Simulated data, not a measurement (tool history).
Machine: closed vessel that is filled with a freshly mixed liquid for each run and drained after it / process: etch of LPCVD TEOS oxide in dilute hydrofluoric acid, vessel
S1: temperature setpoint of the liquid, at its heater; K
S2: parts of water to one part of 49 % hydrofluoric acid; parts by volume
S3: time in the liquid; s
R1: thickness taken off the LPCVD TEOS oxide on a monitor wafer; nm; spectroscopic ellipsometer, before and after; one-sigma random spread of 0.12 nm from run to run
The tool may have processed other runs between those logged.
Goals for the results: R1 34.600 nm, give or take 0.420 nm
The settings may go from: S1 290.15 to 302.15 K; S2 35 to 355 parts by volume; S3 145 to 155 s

Run 1, hour 0.0: S1 294.15 K, S2 195 parts by volume, S3 145 s. Result: R1 16.610 nm.
Run 2, hour 4.2: S1 295.65 K, S2 180 parts by volume, S3 145 s. Result: R1 19.322 nm.
Run 3, hour 5.7: S1 297.15 K, S2 170 parts by volume, S3 145 s. Result: R1 22.057 nm.
Run 4, hour 13.7: S1 298.15 K, S2 160 parts by volume, S3 145 s. Result: R1 24.526 nm.
Run 5, hour 19.5: S1 298.15 K, S2 105 parts by volume, S3 145 s. Result: R1 39.944 nm.
Run 6, hour 20.9: S1 297.15 K, S2 105 parts by volume, S3 145 s. Result: R1 38.545 nm.
Run 7, hour 29.6: S1 296.65 K, S2 105 parts by volume, S3 145 s. Result: R1 37.638 nm.
Run 8, hour 35.3: S1 296.15 K, S2 105 parts by volume, S3 145 s. Result: R1 37.133 nm.
Run 9, hour 39.9: S1 295.65 K, S2 105 parts by volume, S3 145 s. Result: R1 36.141 nm.
Run 10, hour 48.0: S1 295.15 K, S2 105 parts by volume, S3 145 s. Result: R1 35.406 nm.

Exactly one of the 5 candidate moves below puts every result within its allowed miss. Which one?
Run A, hour 56.1: S1 295.15 K, S2 110 parts by volume, S3 145 s. Result: R1 ?.
Run B, hour 56.1: S1 296.65 K, S2 115 parts by volume, S3 155 s. Result: R1 ?.
Run C, hour 56.1: S1 294.15 K, S2 110 parts by volume, S3 155 s. Result: R1 ?.
Run D, hour 56.1: S1 297.65 K, S2 115 parts by volume, S3 150 s. Result: R1 ?.
Run E, hour 56.1: S1 292.65 K, S2 100 parts by volume, S3 155 s. Result: R1 ?.

move      R1
   A  33.522
   B  36.168
   C  34.421
   D  36.400
   E  36.012
A: takes the result that was furthest off past its target
B: lands further from the targets than the last run did
C: meets every target
D: lands further from the targets than the last run did
E: lands further from the targets than the last run did
The right move is C.

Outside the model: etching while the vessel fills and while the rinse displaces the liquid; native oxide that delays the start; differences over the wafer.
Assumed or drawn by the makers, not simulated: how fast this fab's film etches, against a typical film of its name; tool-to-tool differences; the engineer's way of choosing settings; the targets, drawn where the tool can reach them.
